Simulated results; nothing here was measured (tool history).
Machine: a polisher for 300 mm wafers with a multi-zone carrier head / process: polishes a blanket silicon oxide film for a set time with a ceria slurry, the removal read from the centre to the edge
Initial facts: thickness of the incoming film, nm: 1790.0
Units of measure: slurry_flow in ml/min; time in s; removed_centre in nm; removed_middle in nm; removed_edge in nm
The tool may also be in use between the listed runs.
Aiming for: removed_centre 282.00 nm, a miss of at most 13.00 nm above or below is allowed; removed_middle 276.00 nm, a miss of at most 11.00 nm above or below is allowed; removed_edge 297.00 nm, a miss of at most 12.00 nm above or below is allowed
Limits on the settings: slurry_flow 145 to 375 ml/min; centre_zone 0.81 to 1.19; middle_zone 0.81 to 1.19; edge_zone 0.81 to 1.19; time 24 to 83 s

run 1 hour=0.0 | slurry_flow=240 centre_zone=1.00 middle_zone=1.00 edge_zone=1.00 time=53 | removed_centre=199.59 removed_middle=203.20 removed_edge=195.62
run 2 hour=6.7 | slurry_flow=240 centre_zone=1.00 middle_zone=1.00 edge_zone=1.00 time=44 | removed_centre=166.18 removed_middle=165.64 removed_edge=164.88
run 3 hour=12.3 | slurry_flow=245 centre_zone=1.00 middle_zone=0.98 edge_zone=1.05 time=52 | removed_centre=195.49 removed_middle=196.58 removed_edge=193.16
run 4 hour=14.3 | slurry_flow=245 centre_zone=1.00 middle_zone=0.98 edge_zone=1.05 time=45 | removed_centre=172.11 removed_middle=167.37 removed_edge=171.78
run 5 hour=20.9 | slurry_flow=290 centre_zone=1.00 middle_zone=0.98 edge_zone=1.05 time=45 | removed_centre=174.38 removed_middle=171.77 removed_edge=172.74
run 6 hour=25.8 | slurry_flow=290 centre_zone=1.00 middle_zone=0.90 edge_zone=1.05 time=45 | removed_centre=171.15 removed_middle=159.25 removed_edge=172.62
run 7 hour=32.3 | slurry_flow=285 centre_zone=0.99 middle_zone=0.88 edge_zone=1.06 time=53 | removed_centre=207.40 removed_middle=183.31 removed_edge=200.85
run 8 hour=38.9 | slurry_flow=280 centre_zone=0.95 middle_zone=0.88 edge_zone=1.08 time=59 | removed_centre=216.07 removed_middle=208.70 removed_edge=227.60
run 9 hour=46.9 | slurry_flow=280 centre_zone=0.95 middle_zone=0.88 edge_zone=1.09 time=63 | removed_centre=224.22 removed_middle=218.33 removed_edge=239.02
run 10 hour=52.0 | slurry_flow=280 centre_zone=0.96 middle_zone=0.88 edge_zone=1.10 time=67 | removed_centre=241.13 removed_middle=226.65 removed_edge=261.21
run 11 hour=56.8 | slurry_flow=280 centre_zone=0.96 middle_zone=0.90 edge_zone=1.08 time=70 | removed_centre=261.23 removed_middle=248.55 removed_edge=276.45

4 next moves are on the table. One of them brings every result within its allowed miss. Which?
run A hour=61.6 | slurry_flow=285 centre_zone=0.95 middle_zone=0.91 edge_zone=1.04 time=77 | removed_centre=? removed_middle=? removed_edge=?
run B hour=61.6 | slurry_flow=310 centre_zone=0.97 middle_zone=1.08 edge_zone=1.01 time=73 | removed_centre=? removed_middle=? removed_edge=?
run C hour=61.6 | slurry_flow=330 centre_zone=0.99 middle_zone=0.97 edge_zone=0.89 time=71 | removed_centre=? removed_middle=? removed_edge=?
run D hour=61.6 | slurry_flow=310 centre_zone=0.87 middle_zone=0.93 edge_zone=1.16 time=72 | removed_centre=? removed_middle=? removed_edge=?

move=A removed_centre=275.27 removed_middle=280.19 removed_edge=288.23
move=B removed_centre=269.16 removed_middle=309.28 removed_edge=271.02
move=C removed_centre=268.63 removed_middle=276.15 removed_edge=252.40
move=D removed_centre=237.63 removed_middle=268.95 removed_edge=283.82
A: in spec on every target
B: pushes the last run's worst result past its target
C: the furthest-off result lands on target, but another misses its tolerance
D: the furthest-off result lands on target, but another misses its tolerance
So the answer is move A, the one that meets all the targets.

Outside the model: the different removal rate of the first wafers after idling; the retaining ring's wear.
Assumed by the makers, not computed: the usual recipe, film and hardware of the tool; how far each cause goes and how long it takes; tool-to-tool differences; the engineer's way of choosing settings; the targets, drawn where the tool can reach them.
